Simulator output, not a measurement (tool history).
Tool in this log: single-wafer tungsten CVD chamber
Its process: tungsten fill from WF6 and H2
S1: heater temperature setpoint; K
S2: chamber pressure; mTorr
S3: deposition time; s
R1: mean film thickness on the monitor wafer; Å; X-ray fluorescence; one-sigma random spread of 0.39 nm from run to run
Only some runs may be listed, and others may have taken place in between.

| run | hour | S1 | S2 | S3 | R1 |
|---|---|---|---|---|---|
| 1 | 0 | 643.15 | 52400 | 40.5 | 874.96 |
| 2 | 5.9 | 643.15 | 48500 | 40.5 | 836.02 |
| 3 | 8.5 | 643.15 | 56800 | 40.5 | 903.48 |
| 4 | 10 | 643.15 | 63200 | 40.5 | 940.15 |
|  | 14.9 | capacitance manometer re-zeroed and calibrated |
| 5 | 14.9 | 641.15 | 63100 | 40.5 | 878.6 |
| 6 | 15.5 | 641.15 | 54500 | 40.5 | 834.91 |
| 7 | 16.7 | 640.15 | 54500 | 40.5 | 813.77 |

The next listed run, before its measurement:
| 8 | 25.6 | 633.15 | 54300 | 40.5 | ? |

For run 8 the tool returned R1 698.73 Å.

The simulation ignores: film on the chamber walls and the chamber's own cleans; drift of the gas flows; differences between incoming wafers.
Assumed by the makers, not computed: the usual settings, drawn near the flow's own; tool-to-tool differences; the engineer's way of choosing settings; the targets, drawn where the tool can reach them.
